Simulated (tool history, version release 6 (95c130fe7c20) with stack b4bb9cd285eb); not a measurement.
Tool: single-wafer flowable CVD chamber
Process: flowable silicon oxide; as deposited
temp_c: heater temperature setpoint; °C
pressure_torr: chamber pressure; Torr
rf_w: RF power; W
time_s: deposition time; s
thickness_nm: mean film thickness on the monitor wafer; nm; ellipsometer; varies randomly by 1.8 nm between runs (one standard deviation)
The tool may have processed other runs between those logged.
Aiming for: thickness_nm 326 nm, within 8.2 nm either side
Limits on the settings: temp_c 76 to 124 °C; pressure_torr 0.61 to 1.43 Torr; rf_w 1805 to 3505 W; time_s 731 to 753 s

{"run": 1, "hour": 0.0, "temp_c": 100, "pressure_torr": 1.02, "rf_w": 2655, "time_s": 731, "thickness_nm": 616.29}
{"run": 2, "hour": 5.4, "temp_c": 90, "pressure_torr": 1.02, "rf_w": 2655, "time_s": 731, "thickness_nm": 835.39}
{"run": 3, "hour": 7.8, "temp_c": 90, "pressure_torr": 1.02, "rf_w": 2435, "time_s": 731, "thickness_nm": 814.67}
{"run": 4, "hour": 11.1, "temp_c": 90, "pressure_torr": 1.02, "rf_w": 2650, "time_s": 731, "thickness_nm": 837.34}
{"run": 5, "hour": 12.2, "temp_c": 90, "pressure_torr": 1.02, "rf_w": 2650, "time_s": 753, "thickness_nm": 853.01}
{"run": 6, "hour": 13.3, "temp_c": 90, "pressure_torr": 1.02, "rf_w": 2325, "time_s": 753, "thickness_nm": 845.88}
{"run": 7, "hour": 14.0, "temp_c": 94, "pressure_torr": 1.02, "rf_w": 2325, "time_s": 753, "thickness_nm": 746.77}
{"run": 8, "hour": 18.7, "temp_c": 94, "pressure_torr": 1.02, "rf_w": 2325, "time_s": 753, "thickness_nm": 742.93}
{"run": 9, "hour": 24.3, "temp_c": 97, "pressure_torr": 1.02, "rf_w": 2325, "time_s": 753, "thickness_nm": 678.41}
{"run": 10, "hour": 31.9, "temp_c": 109, "pressure_torr": 1.01, "rf_w": 2325, "time_s": 753, "thickness_nm": 478.39}
{"run": 11, "hour": 38.0, "temp_c": 111, "pressure_torr": 1.01, "rf_w": 2325, "time_s": 753, "thickness_nm": 452.71}
{"run": 12, "hour": 39.6, "temp_c": 112, "pressure_torr": 1.01, "rf_w": 2325, "time_s": 753, "thickness_nm": 440.08}
{"run": 13, "hour": 44.3, "temp_c": 113, "pressure_torr": 1.01, "rf_w": 2325, "time_s": 753, "thickness_nm": 429.12}
{"run": 14, "hour": 52.3, "temp_c": 114, "pressure_torr": 1.01, "rf_w": 2325, "time_s": 753, "thickness_nm": 417.27}

Which of these 4 next moves meets every target?
{"run": "A", "hour": 60.3, "temp_c": 110, "pressure_torr": 1.02, "rf_w": 2720, "time_s": 753, "thickness_nm": "?"}
{"run": "B", "hour": 60.3, "temp_c": 115, "pressure_torr": 0.86, "rf_w": 2245, "time_s": 743, "thickness_nm": "?"}
{"run": "C", "hour": 60.3, "temp_c": 116, "pressure_torr": 0.92, "rf_w": 2215, "time_s": 733, "thickness_nm": "?"}
{"run": "D", "hour": 60.3, "temp_c": 122, "pressure_torr": 1.05, "rf_w": 2000, "time_s": 732, "thickness_nm": "?"}

move=A thickness_nm=482.87
move=B thickness_nm=342.43
move=C thickness_nm=349.94
move=D thickness_nm=331.84
A: further off than the last run
B: nearer the targets than the last run, but a result is still out of spec
C: nearer the targets than the last run, but a result is still out of spec
D: each result inside its tolerance
Go with D: it meets all targets.

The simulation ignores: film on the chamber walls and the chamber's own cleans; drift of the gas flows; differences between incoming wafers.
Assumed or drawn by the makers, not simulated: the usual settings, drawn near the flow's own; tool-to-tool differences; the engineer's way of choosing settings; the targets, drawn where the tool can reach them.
